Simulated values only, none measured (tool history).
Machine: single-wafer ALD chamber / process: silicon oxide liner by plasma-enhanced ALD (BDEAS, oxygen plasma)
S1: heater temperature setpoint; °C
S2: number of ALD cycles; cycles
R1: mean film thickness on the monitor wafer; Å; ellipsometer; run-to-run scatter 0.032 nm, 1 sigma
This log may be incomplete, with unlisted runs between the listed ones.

run 1 hour=0 | S1=310 S2=80 | R1=80.14
run 2 hour=8 | S1=310 S2=76 | R1=76.306
run 3 hour=15.5 | S1=303 S2=76 | R1=77.137
run 4 hour=17.6 | S1=294 S2=76 | R1=80.365
run 5 hour=25.3 | S1=303 S2=76 | R1=77.997
run 6 hour=28.6 | S1=293 S2=76 | R1=80.535
run 7 hour=35 | S1=297 S2=73 | R1=76.232

Predict the results of run 8:
run 8 hour=39 | S1=299 S2=71 | R1=?

Run 8 yielded R1 73.283 Å.
